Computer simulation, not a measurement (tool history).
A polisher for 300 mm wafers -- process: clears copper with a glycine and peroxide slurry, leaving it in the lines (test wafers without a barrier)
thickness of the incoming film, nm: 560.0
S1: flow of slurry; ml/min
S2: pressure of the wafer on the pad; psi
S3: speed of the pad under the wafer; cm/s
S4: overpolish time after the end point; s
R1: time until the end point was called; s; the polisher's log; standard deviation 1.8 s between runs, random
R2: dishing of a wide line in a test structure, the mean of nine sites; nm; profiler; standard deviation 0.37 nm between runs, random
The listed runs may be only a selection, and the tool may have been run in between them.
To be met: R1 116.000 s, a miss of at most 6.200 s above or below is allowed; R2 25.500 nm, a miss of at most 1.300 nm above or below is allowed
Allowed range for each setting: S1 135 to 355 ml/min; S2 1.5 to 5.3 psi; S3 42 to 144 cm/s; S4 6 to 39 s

run	day	S1	S2	S3	S4	R1	R2
1	0.000	225	3.4	92	20	92.399	67.349
2	0.188	280	3.4	92	20	88.954	70.138
3	0.350	280	4.0	92	20	80.657	78.050
4	0.704	280	4.0	92	14	78.167	59.356
5	1.008	230	4.0	92	14	80.604	56.976
6	1.108	230	4.0	92	19	79.884	72.592
7	1.467	210	3.6	92	16	92.919	57.622
8	1.738	240	3.3	90	14	93.828	48.681
9	1.971	240	3.3	90	14	98.647	50.339
10	2.058	220	3.1	92	12	99.560	41.384
11	2.129	220	3.1	92	12	101.030	42.594
12	2.354	205	2.8	98	11	103.450	36.956
13	2.596	205	2.6	100	10	108.680	32.830
14	2.792	205	2.5	102	10	110.050	31.249
15	3.092	205	2.4	104	10	113.730	31.213
16	3.154	215	2.5	96	6	115.270	19.510
17	3.275	205	2.5	96	6	117.540	19.100
18	3.600	200	2.5	98	6	111.870	19.460
19	3.779	200	2.4	100	7	115.560	22.383

Of the 4 settings listed for the next run, only one would bring every result within its allowed miss of target. Which one?
A	3.958	210	2.4	104	6	?	?
B	3.958	220	2.9	84	8	?	?
C	3.958	205	2.6	100	6	?	?
D	3.958	290	2.2	114	6	?	?

move	R1	R2
A	111.340	20.301
B	112.970	26.312
C	108.010	20.927
D	107.430	20.928
A: moves away from the targets compared with the last run
B: all results land within tolerance of their targets
C: moves away from the targets compared with the last run
D: moves away from the targets compared with the last run
B meets every target.

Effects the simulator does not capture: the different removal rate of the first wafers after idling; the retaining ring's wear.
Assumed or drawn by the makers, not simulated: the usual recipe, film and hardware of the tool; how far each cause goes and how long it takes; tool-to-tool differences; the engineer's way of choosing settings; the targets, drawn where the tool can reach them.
